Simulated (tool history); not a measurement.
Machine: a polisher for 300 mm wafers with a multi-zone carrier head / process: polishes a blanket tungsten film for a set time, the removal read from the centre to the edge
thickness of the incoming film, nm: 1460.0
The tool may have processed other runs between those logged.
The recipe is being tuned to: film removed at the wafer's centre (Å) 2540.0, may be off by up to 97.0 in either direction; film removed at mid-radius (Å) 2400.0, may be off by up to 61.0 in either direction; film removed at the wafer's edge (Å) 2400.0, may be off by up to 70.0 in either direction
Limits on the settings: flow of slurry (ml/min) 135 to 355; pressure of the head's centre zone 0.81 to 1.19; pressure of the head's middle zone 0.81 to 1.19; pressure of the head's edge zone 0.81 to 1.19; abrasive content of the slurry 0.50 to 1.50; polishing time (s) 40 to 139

run  hour  flow of slurry (ml/min)  pressure of the head's centre zone  pressure of the head's middle zone  pressure of the head's edge zone  abrasive content of the slurry  polishing time (s)  film removed at the wafer's centre (Å)  film removed at mid-radius (Å)  film removed at the wafer's edge (Å)
  1   0.0                      225                                1.00                                1.00                              1.00                            1.00                  89                                  3211.0                          3158.4                                3178.3
  2   3.8                      220                                1.00                                0.99                              0.98                            0.90                  88                                  3026.8                          3027.7                                2995.4
  3  10.7                      215                                1.00                                0.97                              0.96                            0.85                  88                                  2995.6                          2896.5                                2950.0
  4  16.6                      215                                1.00                                0.97                              1.02                            0.85                  88                                  3030.2                          2897.9                                3007.6
  5  23.2                      245                                1.00                                0.97                              1.02                            0.85                  88                                  3069.7                          2955.9                                3030.4
  6  25.7                      250                                1.00                                0.96                              1.00                            0.80                  87                                  2989.2                          2872.6                                2954.0
  7  30.6                      200                                1.01                                0.91                              0.90                            0.55                  82                                  2442.1                          2231.6                                2294.2
  8  34.8                      210                                1.01                                0.91                              0.90                            0.55                  82                                  2455.6                          2255.2                                2294.8
  9  36.3                      215                                1.01                                0.91                              0.91                            0.55                  82                                  2432.4                          2234.3                                2328.7
 10  39.3                      220                                1.01                                0.92                              0.91                            0.55                  82                                  2452.8                          2263.9                                2352.4

Of the 5 settings listed for the next run, only one would bring every result within its allowed miss of target. Which one?
  A  42.3                      270                                1.00                                0.94                              0.89                            0.50                  86                                       ?                               ?                                     ?
  B  42.3                      225                                0.95                                0.95                              0.94                            0.50                  84                                       ?                               ?                                     ?
  C  42.3                      250                                0.99                                0.87                              1.00                            0.50                  81                                       ?                               ?                                     ?
  D  42.3                      270                                0.91                                0.86                              1.03                            0.50                  81                                       ?                               ?                                     ?
  E  42.3                      250                                1.01                                0.86                              0.92                            0.50                  82                                       ?                               ?                                     ?

move  film removed at the wafer's centre (Å)  film removed at mid-radius (Å)  film removed at the wafer's edge (Å)
   A                                  2608.3                          2407.0                                2414.7
   B                                  2362.3                          2322.0                                2379.6
   C                                  2407.6                          2107.5                                2388.8
   D                                  2232.6                          2106.4                                2439.5
   E                                  2486.8                          2113.3                                2325.0
A: every result lands within tolerance
B: nearer the targets than the last run, but a result is still out of spec
C: further off than the last run
D: further off than the last run
E: further off than the last run
So the answer is move A, the one that meets all the targets.

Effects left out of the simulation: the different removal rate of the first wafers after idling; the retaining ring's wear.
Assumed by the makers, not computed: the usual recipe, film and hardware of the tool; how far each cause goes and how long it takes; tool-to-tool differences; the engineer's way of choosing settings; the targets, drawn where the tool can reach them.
